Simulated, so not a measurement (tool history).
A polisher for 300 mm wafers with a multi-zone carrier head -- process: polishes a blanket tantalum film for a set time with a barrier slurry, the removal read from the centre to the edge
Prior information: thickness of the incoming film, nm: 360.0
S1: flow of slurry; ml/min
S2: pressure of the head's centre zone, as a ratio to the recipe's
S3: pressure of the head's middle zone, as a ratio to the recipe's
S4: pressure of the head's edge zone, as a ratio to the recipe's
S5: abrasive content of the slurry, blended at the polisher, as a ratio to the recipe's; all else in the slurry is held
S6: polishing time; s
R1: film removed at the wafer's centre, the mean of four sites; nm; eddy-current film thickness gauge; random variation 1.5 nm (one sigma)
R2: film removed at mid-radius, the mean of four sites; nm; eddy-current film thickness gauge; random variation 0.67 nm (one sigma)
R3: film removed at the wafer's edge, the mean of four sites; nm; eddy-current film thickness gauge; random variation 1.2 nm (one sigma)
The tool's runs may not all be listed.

{"run": 1, "hour": 0.0, "S1": 290, "S2": 1.0, "S3": 1.0, "S4": 1.0, "S5": 1.0, "S6": 49, "R1": 134.73, "R2": 138.98, "R3": 139.03}
{"run": 2, "hour": 7.1, "S1": 290, "S2": 1.0, "S3": 1.0, "S4": 0.94, "S5": 1.0, "S6": 49, "R1": 139.29, "R2": 139.35, "R3": 133.86}
{"run": 3, "hour": 10.5, "S1": 290, "S2": 1.0, "S3": 1.0, "S4": 0.94, "S5": 1.15, "S6": 49, "R1": 142.84, "R2": 143.85, "R3": 138.57}
{"run": 4, "hour": 11.9, "S1": 280, "S2": 1.04, "S3": 0.94, "S4": 0.98, "S5": 1.0, "S6": 45, "R1": 130.27, "R2": 120.65, "R3": 123.71}
{"run": 5, "hour": 19.2, "S1": 280, "S2": 1.04, "S3": 0.94, "S4": 0.95, "S5": 1.0, "S6": 45, "R1": 128.48, "R2": 122.32, "R3": 121.42}
{"run": 6, "hour": 22.1, "S1": 280, "S2": 1.04, "S3": 0.94, "S4": 0.95, "S5": 1.1, "S6": 45, "R1": 134.13, "R2": 123.89, "R3": 126.25}
{"run": 7, "hour": 26.0, "S1": 270, "S2": 1.08, "S3": 0.9, "S4": 1.01, "S5": 0.95, "S6": 42, "R1": 124.81, "R2": 106.37, "R3": 116.47}
{"run": 8, "hour": 32.8, "S1": 260, "S2": 1.09, "S3": 0.87, "S4": 1.03, "S5": 0.8, "S6": 41, "R1": 114.16, "R2": 96.6, "R3": 107.95}
{"run": 9, "hour": 37.7, "S1": 255, "S2": 1.11, "S3": 0.85, "S4": 1.06, "S5": 0.75, "S6": 40, "R1": 111.83, "R2": 89.196, "R3": 104.28}
{"run": 10, "hour": 43.8, "S1": 250, "S2": 1.11, "S3": 0.84, "S4": 1.07, "S5": 0.7, "S6": 40, "R1": 109.03, "R2": 84.673, "R3": 103.0}

For run 11, what comes out?
{"run": 11, "hour": 46.6, "S1": 245, "S2": 1.11, "S3": 0.83, "S4": 1.07, "S5": 0.7, "S6": 40, "R1": "?", "R2": "?", "R3": "?"}

R1: 105.69 nm
R2: 84.376 nm
R3: 100.72 nm
